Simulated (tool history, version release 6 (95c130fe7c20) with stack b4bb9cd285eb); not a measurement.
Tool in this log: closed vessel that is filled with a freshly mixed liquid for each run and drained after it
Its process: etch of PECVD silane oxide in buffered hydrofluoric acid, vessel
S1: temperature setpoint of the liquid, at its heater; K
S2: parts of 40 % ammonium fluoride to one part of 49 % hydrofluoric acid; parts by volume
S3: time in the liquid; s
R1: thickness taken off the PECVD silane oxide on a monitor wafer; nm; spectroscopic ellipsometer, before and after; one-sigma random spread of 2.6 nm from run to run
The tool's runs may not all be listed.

{"run": 1, "day": 0.0, "S1": 295.15, "S2": 12, "S3": 90, "R1": 219.41}
{"run": 2, "day": 0.329, "S1": 295.15, "S2": 12, "S3": 100, "R1": 239.62}
{"run": 3, "day": 0.646, "S1": 295.15, "S2": 12, "S3": 90, "R1": 215.91}
{"run": 4, "day": 0.996, "S1": 293.15, "S2": 12, "S3": 90, "R1": 193.56}
{"run": 5, "day": 1.096, "S1": 293.15, "S2": 12, "S3": 100, "R1": 215.02}
{"run": 6, "day": 1.304, "S1": 294.65, "S2": 12, "S3": 100, "R1": 231.61}
{"run": 7, "day": 1.646, "S1": 295.15, "S2": 12, "S3": 100, "R1": 237.09}
{"run": 8, "day": 1.967, "S1": 295.65, "S2": 12, "S3": 100, "R1": 249.54}
{"run": 9, "day": 2.225, "S1": 296.15, "S2": 12, "S3": 100, "R1": 253.02}

Run 10, settings as shown, results not yet in. Your forecast:
{"run": 10, "day": 2.588, "S1": 296.65, "S2": 12, "S3": 100, "R1": "?"}

{"run 10": {"R1": 262.22}}
